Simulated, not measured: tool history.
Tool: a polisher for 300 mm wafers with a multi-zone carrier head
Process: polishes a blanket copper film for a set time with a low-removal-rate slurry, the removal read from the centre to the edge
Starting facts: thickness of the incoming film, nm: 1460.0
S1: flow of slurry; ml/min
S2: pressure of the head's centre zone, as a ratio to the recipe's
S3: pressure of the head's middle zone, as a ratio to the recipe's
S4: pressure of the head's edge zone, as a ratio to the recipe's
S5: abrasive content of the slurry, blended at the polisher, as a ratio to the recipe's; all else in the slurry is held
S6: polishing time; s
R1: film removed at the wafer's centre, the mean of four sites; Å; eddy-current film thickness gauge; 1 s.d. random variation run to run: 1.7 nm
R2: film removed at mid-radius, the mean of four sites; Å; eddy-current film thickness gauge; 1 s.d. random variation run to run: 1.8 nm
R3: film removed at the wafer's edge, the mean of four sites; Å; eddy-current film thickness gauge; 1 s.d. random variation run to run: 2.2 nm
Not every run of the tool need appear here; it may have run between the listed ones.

run	hour	S1	S2	S3	S4	S5	S6	R1	R2	R3
1	0.0	210	1.00	1.00	1.00	1.00	83	1885.5	1876.3	1855.8
2	5.0	220	1.00	1.02	1.03	1.05	83	1917.3	1943.0	1901.3
3	6.0	230	1.00	1.03	1.06	1.10	83	1917.3	1975.3	1942.3
4	10.8	230	1.00	1.03	1.06	1.10	99	2260.2	2377.7	2328.0
5	17.5	220	0.99	1.03	1.05	1.05	99	2255.2	2337.6	2298.6
6	18.4	220	0.99	1.09	1.05	1.05	99	2226.9	2441.4	2282.6
7	21.7	210	0.98	1.08	1.04	1.05	99	2206.9	2416.2	2281.9
8	29.1	205	0.97	1.08	1.03	1.00	99	2173.7	2396.2	2284.9

Run 9 comes next. What will it give?
9	32.8	205	0.97	1.08	1.03	1.00	99	?	?	?

Run 9 measured R1 2167.5 Å, R2 2393.7 Å, R3 2220.8 Å.

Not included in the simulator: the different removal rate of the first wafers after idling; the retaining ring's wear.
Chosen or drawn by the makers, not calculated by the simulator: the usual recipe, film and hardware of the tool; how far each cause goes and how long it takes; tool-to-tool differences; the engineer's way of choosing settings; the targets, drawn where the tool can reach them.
